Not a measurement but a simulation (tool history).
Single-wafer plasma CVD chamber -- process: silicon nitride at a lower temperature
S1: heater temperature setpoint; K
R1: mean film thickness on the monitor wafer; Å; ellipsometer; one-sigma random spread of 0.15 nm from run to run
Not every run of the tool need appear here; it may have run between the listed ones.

Run 1, hour 0.0: S1 628.15 K, chamber pressure (mTorr) 1950, RF power (kW) 0.390, deposition time (s) 26.1. Result: R1 419.65 Å.
Run 2, hour 5.3: S1 629.15 K, chamber pressure (mTorr) 1690, RF power (kW) 0.350, deposition time (s) 26.1. Result: R1 378.10 Å.
Run 3, hour 8.1: S1 629.15 K, chamber pressure (mTorr) 1530, RF power (kW) 0.325, deposition time (s) 26.1. Result: R1 347.46 Å.
Run 4, hour 11.6: S1 629.15 K, chamber pressure (mTorr) 1220, RF power (kW) 0.325, deposition time (s) 26.1. Result: R1 330.21 Å.
Run 5, hour 18.4: S1 629.15 K, chamber pressure (mTorr) 1200, RF power (kW) 0.315, deposition time (s) 26.1. Result: R1 321.33 Å.
Run 6, hour 19.0: S1 629.15 K, chamber pressure (mTorr) 1200, RF power (kW) 0.265, deposition time (s) 26.1. Result: R1 280.83 Å.
Run 7, hour 25.4: S1 629.15 K, chamber pressure (mTorr) 1360, RF power (kW) 0.270, deposition time (s) 26.1. Result: R1 293.97 Å.

Predict the results of run 8:
Run 8, hour 32.2: S1 629.15 K, chamber pressure (mTorr) 1440, RF power (kW) 0.270, deposition time (s) 26.1. Result: R1 ?.

For run 8 the tool returned R1 301.60 Å.
